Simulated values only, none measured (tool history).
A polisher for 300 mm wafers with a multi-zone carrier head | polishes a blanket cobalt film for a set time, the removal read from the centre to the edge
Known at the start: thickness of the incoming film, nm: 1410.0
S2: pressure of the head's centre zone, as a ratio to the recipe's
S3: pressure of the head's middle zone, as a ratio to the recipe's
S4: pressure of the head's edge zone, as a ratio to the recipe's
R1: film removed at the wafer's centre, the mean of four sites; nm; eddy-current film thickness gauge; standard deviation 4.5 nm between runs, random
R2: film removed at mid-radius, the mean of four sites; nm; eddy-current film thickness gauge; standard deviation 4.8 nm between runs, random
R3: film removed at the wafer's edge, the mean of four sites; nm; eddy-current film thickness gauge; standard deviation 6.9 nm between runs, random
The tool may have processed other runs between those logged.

{"run": 1, "hour": 0.0, "flow of slurry (ml/min)": 210, "S2": 1, "S3": 1, "S4": 1, "polishing time (s)": 66, "R1": 412.42, "R2": 479.88, "R3": 461.84}
{"run": 2, "hour": 7.5, "flow of slurry (ml/min)": 245, "S2": 1, "S3": 1, "S4": 1, "polishing time (s)": 66, "R1": 425.05, "R2": 486.74, "R3": 474.24}
{"run": 3, "hour": 13.3, "flow of slurry (ml/min)": 245, "S2": 1, "S3": 1, "S4": 1, "polishing time (s)": 73, "R1": 474.51, "R2": 544.73, "R3": 530.58}
{"run": 4, "hour": 20.4, "flow of slurry (ml/min)": 245, "S2": 0.94, "S3": 1, "S4": 1, "polishing time (s)": 73, "R1": 443.34, "R2": 540.99, "R3": 522.59}
{"run": 5, "hour": 22.9, "flow of slurry (ml/min)": 260, "S2": 0.98, "S3": 1.06, "S4": 1.04, "polishing time (s)": 75, "R1": 476.91, "R2": 593.7, "R3": 561}
{"run": 6, "hour": 27.1, "flow of slurry (ml/min)": 260, "S2": 0.98, "S3": 1.09, "S4": 1.04, "polishing time (s)": 75, "R1": 474.38, "R2": 600.89, "R3": 564.74}
{"hour": 34.9, "done": "centre zone pressure recalibrated"}
{"run": 7, "hour": 34.9, "flow of slurry (ml/min)": 310, "S2": 1.06, "S3": 1.19, "S4": 1.08, "polishing time (s)": 81, "R1": 635.53, "R2": 709.97, "R3": 621.95}
{"run": 8, "hour": 39.6, "flow of slurry (ml/min)": 290, "S2": 1.04, "S3": 1.18, "S4": 1.08, "polishing time (s)": 82, "R1": 630.24, "R2": 714.37, "R3": 611.86}
{"run": 9, "hour": 45.3, "flow of slurry (ml/min)": 290, "S2": 1.01, "S3": 1.16, "S4": 1.08, "polishing time (s)": 82, "R1": 601.4, "R2": 706.82, "R3": 614.78}
{"run": 10, "hour": 54.2, "flow of slurry (ml/min)": 285, "S2": 0.99, "S3": 1.14, "S4": 1.09, "polishing time (s)": 83, "R1": 595.63, "R2": 707.8, "R3": 630.74}

For run 11, what comes out?
{"run": 11, "hour": 60.4, "flow of slurry (ml/min)": 275, "S2": 0.97, "S3": 1.13, "S4": 1.1, "polishing time (s)": 83, "R1": "?", "R2": "?", "R3": "?"}

R1: 589.8 nm
R2: 687.94 nm
R3: 625.26 nm

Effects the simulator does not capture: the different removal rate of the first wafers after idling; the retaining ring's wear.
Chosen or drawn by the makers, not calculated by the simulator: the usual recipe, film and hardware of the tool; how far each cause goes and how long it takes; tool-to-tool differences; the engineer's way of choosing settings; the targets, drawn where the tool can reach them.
